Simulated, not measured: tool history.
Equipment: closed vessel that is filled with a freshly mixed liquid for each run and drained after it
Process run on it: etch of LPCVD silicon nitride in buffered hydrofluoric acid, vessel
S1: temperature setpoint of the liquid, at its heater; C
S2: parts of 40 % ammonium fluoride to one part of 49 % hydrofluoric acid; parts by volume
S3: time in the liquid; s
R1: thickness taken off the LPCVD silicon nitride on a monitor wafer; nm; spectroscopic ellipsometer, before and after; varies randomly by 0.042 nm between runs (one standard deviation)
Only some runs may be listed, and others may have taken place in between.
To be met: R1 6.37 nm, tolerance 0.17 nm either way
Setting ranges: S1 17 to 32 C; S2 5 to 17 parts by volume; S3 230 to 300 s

run,hour,S1,S2,S3,R1
1,0,24,10.5,300,4.0827
2,4.9,25,10.5,300,4.3604
3,10.5,28.5,10.5,300,5.2681
4,14.6,28.5,10.5,300,5.2837
5,20.9,25,10.5,300,4.3425
6,27.4,26,10.5,300,4.5709
7,29.6,27,10.5,300,4.8504
8,36.5,31,10.5,300,5.9946
9,37.8,31.5,10.5,300,6.1108

Exercise: of the 4 proposed moves below, exactly one satisfies all targets within the stated allowed misses. Which move is it?
A,39.1,31,8.5,245,?
B,39.1,31.5,11,300,?
C,39.1,30.5,9,290,?
D,39.1,32,11,300,?

move,R1
A,5.882
B,5.9285
C,6.3756
D,6.0843
A: misses by more than the last run did
B: misses by more than the last run did
C: in spec on every target
D: misses by more than the last run did
Go with C: it meets all targets.

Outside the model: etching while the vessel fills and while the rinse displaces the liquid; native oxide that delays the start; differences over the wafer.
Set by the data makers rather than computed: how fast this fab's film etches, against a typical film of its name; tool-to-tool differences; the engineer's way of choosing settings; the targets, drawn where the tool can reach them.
